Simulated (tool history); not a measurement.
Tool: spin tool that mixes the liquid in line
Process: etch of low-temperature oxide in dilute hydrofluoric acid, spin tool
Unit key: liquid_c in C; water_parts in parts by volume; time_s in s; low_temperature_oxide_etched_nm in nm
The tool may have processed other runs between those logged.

run  hour  liquid_c  water_parts  time_s  low_temperature_oxide_etched_nm
  1   0.0        21          255     205                           18.567
  2   4.3        21          255     220                           20.056
  3  11.8        22          235     220                           23.244
  4  16.7        25          235     220                           25.662
  5  18.5        25          235     205                           24.140
     24.0  -- thermometer replaced
  6  24.0        25          270     205                           21.400
  7  32.0        29          165     205                           45.554
  8  34.9        29          160     205                           47.479

What will run 9 give?
  9  41.0        29          155     205                                ?

{"run 9": {"low_temperature_oxide_etched_nm": 48.924}}
